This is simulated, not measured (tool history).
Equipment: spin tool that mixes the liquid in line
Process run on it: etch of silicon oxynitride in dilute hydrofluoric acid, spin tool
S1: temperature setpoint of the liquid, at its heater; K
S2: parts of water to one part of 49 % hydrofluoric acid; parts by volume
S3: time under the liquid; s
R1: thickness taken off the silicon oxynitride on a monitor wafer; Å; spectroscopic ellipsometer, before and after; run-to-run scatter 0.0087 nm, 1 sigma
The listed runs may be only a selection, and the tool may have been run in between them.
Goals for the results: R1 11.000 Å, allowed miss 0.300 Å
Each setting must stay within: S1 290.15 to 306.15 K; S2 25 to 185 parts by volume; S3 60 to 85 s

run	hour	S1	S2	S3	R1
1	0.0	298.15	105	85	15.807
2	8.8	297.15	105	85	15.251
3	12.4	296.15	105	85	14.502
4	16.8	296.15	105	85	14.353
5	22.3	299.15	105	85	16.696
6	23.2	297.65	105	85	15.632
7	24.9	296.65	105	85	14.797
8	25.6	295.65	105	85	14.157
9	29.4	294.65	105	85	13.304
10	38.1	294.15	105	85	13.064
11	45.3	293.65	105	85	12.623
12	47.2	293.15	105	85	12.397

Pick the move, out of 4, that brings all results within their allowed miss; only one does.
A	49.1	293.15	85	60	?
B	49.1	290.65	75	70	?
C	49.1	292.15	100	70	?
D	49.1	292.15	85	80	?

move	R1
A	10.987
B	12.911
C	10.261
D	13.942
A: each result inside its tolerance
B: the biggest miss grows against the last run
C: moves the result that the last run missed by most past its target, out the other side
D: the biggest miss grows against the last run
The move that meets every target is A.
